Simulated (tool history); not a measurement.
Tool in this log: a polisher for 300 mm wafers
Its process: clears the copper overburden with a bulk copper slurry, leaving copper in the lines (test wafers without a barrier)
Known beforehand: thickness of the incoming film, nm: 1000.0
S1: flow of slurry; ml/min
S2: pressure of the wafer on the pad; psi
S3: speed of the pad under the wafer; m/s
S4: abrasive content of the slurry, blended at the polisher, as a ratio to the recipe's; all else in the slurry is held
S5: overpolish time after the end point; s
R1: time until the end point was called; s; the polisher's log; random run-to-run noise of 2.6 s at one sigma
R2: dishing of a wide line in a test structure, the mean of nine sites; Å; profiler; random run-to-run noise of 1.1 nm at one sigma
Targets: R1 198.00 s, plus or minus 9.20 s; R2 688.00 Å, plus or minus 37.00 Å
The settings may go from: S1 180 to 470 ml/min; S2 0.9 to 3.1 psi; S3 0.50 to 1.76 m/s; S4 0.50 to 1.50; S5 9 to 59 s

run	hour	S1	S2	S3	S4	S5	R1	R2
1	0.0	300	2.0	1.12	1.00	30	131.52	975.22
2	4.4	300	1.8	1.12	1.00	28	146.37	871.29
3	5.0	300	1.8	1.40	1.00	28	116.06	945.06
4	13.2	300	1.8	1.40	1.00	18	117.41	795.31
5	16.2	300	1.8	1.62	1.00	18	100.68	851.97
6	18.8	300	1.6	1.62	1.00	18	117.52	780.91
7	21.1	300	1.0	1.54	1.00	32	192.26	706.67
8	22.7	300	1.0	1.54	1.00	31	188.92	709.90

Consider the 4 candidate settings below. Which is the only one whose results all fall within their allowed miss of target?
A	24.3	300	1.3	1.16	1.20	33	?	?
B	24.3	310	1.1	1.60	1.05	23	?	?
C	24.3	345	1.1	1.32	0.95	31	?	?
D	24.3	355	1.0	1.72	0.75	28	?	?

move	R1	R2
A	182.71	778.26
B	160.93	670.50
C	197.08	701.04
D	175.10	688.23
A: further off than the last run
B: further off than the last run
C: each result inside its tolerance
D: further off than the last run
C is the move that brings every result within its allowed miss.
